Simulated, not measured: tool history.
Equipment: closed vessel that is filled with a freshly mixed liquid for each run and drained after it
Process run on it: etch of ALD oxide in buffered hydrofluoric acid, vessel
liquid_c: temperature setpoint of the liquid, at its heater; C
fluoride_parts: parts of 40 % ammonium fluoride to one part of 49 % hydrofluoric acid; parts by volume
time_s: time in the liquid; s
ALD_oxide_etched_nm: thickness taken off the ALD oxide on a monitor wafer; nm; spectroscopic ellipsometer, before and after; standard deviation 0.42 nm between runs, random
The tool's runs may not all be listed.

| run | hour | liquid_c | fluoride_parts | time_s | ALD_oxide_etched_nm |
|---|---|---|---|---|---|
| 1 | 0.0 | 21.0 | 14.0 | 95 | 117.160 |
| 2 | 9.1 | 20.0 | 14.0 | 95 | 110.780 |
| 3 | 15.6 | 20.0 | 12.5 | 95 | 123.470 |
| 4 | 22.4 | 19.5 | 13.0 | 95 | 115.530 |
| 5 | 25.2 | 17.0 | 13.0 | 95 | 99.745 |
| 6 | 32.0 | 17.0 | 16.5 | 95 | 79.405 |
| 7 | 38.8 | 17.5 | 16.5 | 95 | 82.213 |

The next listed run, before its measurement:
| 8 | 43.3 | 18.0 | 16.5 | 95 | ? |

Run 8 measured ALD_oxide_etched_nm 83.707 nm.
